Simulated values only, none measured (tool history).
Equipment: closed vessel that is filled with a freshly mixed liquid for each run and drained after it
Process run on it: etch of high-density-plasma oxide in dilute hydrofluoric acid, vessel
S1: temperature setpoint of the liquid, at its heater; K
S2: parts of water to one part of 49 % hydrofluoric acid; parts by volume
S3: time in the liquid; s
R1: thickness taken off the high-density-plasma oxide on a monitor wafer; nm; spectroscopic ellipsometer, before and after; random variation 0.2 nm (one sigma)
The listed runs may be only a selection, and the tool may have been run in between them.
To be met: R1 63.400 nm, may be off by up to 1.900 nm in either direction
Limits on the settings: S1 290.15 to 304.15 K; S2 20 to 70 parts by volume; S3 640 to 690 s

run 1 day=0.000 | S1=296.15 S2=40 S3=640 | R1=82.286
run 2 day=0.104 | S1=296.15 S2=40 S3=690 | R1=88.622
run 3 day=0.392 | S1=295.15 S2=40 S3=690 | R1=84.582
run 4 day=0.588 | S1=294.15 S2=40 S3=690 | R1=81.457
run 5 day=0.892 | S1=294.15 S2=30 S3=690 | R1=109.900
run 6 day=1.229 | S1=297.15 S2=30 S3=690 | R1=124.220
run 7 day=1.438 | S1=295.65 S2=35 S3=690 | R1=99.113
run 8 day=1.579 | S1=294.65 S2=35 S3=690 | R1=95.552
run 9 day=1.904 | S1=293.65 S2=35 S3=690 | R1=91.740
run 10 day=2.288 | S1=293.15 S2=35 S3=690 | R1=89.966
run 11 day=2.500 | S1=292.65 S2=35 S3=690 | R1=88.469
run 12 day=2.733 | S1=292.15 S2=35 S3=690 | R1=86.084
run 13 day=3.054 | S1=291.65 S2=35 S3=690 | R1=84.213
run 14 day=3.117 | S1=291.15 S2=35 S3=690 | R1=82.155

Of the 4 settings listed for the next run, only one would bring every result within its allowed miss of target. Which one?
run A day=3.179 | S1=290.15 S2=35 S3=645 | R1=?
run B day=3.179 | S1=293.65 S2=45 S3=660 | R1=?
run C day=3.179 | S1=290.15 S2=40 S3=640 | R1=?
run D day=3.179 | S1=290.15 S2=40 S3=685 | R1=?

move=A R1=73.449
move=B R1=67.204
move=C R1=63.415
move=D R1=67.873
A: an improvement on the last run, though not all results are within tolerance
B: an improvement on the last run, though not all results are within tolerance
C: all results in spec
D: an improvement on the last run, though not all results are within tolerance
The right move is C.
